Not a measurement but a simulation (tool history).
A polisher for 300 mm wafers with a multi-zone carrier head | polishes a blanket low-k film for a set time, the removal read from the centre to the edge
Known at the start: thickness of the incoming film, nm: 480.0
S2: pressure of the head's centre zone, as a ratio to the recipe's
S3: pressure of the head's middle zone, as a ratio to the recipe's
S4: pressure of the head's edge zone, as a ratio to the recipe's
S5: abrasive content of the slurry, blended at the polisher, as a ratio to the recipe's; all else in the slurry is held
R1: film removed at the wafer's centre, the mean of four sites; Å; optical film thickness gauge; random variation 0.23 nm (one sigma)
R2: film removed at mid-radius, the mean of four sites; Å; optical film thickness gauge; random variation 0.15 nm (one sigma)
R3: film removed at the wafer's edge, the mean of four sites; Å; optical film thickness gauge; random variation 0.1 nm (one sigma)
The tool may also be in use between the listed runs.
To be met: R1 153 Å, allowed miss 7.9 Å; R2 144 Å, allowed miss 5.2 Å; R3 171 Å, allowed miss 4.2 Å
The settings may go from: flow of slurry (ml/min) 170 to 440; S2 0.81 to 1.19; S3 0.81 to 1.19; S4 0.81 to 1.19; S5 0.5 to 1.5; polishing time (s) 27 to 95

run 1 hour=0 | flow_of_slurry_(ml/min)=280 S2=1 S3=1 S4=1 S5=1 polishing_time_(s)=61 | R1=188.21 R2=178.23 R3=181.46
run 2 hour=4.5 | flow_of_slurry_(ml/min)=280 S2=1 S3=1 S4=0.96 S5=1 polishing_time_(s)=61 | R1=180.18 R2=180.86 R3=181.01
run 3 hour=8.2 | flow_of_slurry_(ml/min)=280 S2=1 S3=1 S4=0.96 S5=1.2 polishing_time_(s)=61 | R1=196.47 R2=196.93 R3=194.76
run 4 hour=15.2 | flow_of_slurry_(ml/min)=270 S2=0.98 S3=0.96 S4=0.96 S5=1.15 polishing_time_(s)=61 | R1=190.3 R2=185.26 R3=191.29
run 5 hour=23.8 | flow_of_slurry_(ml/min)=265 S2=0.96 S3=0.93 S4=0.96 S5=1.1 polishing_time_(s)=61 | R1=185.14 R2=177.27 R3=186.55
run 6 hour=31.5 | flow_of_slurry_(ml/min)=255 S2=0.93 S3=0.9 S4=0.97 S5=1.05 polishing_time_(s)=61 | R1=172.51 R2=168.83 R3=183.96
run 7 hour=34.7 | flow_of_slurry_(ml/min)=250 S2=0.92 S3=0.88 S4=0.97 S5=1 polishing_time_(s)=61 | R1=173.38 R2=157.76 R3=178.75
run 8 hour=37.8 | flow_of_slurry_(ml/min)=230 S2=0.82 S3=0.86 S4=0.99 S5=0.9 polishing_time_(s)=60 | R1=144.02 R2=142.74 R3=168.37

4 next moves are on the table. One of them brings every result within its allowed miss. Which?
run A hour=40.9 | flow_of_slurry_(ml/min)=210 S2=0.81 S3=0.89 S4=1.05 S5=1.05 polishing_time_(s)=52 | R1=? R2=? R3=?
run B hour=40.9 | flow_of_slurry_(ml/min)=225 S2=0.81 S3=0.84 S4=1.11 S5=0.9 polishing_time_(s)=59 | R1=? R2=? R3=?
run C hour=40.9 | flow_of_slurry_(ml/min)=225 S2=0.81 S3=0.9 S4=1.04 S5=0.9 polishing_time_(s)=57 | R1=? R2=? R3=?
run D hour=40.9 | flow_of_slurry_(ml/min)=230 S2=0.89 S3=0.86 S4=1.04 S5=1.05 polishing_time_(s)=56 | R1=? R2=? R3=?

move=A R1=130.07 R2=134.99 R3=158.35
move=B R1=138.23 R2=136.68 R3=172.67
move=C R1=133.6 R2=139.8 R3=161.34
move=D R1=151.48 R2=142.86 R3=171.21
A: further off than the last run
B: further off than the last run
C: further off than the last run
D: meets every target
Answer: D
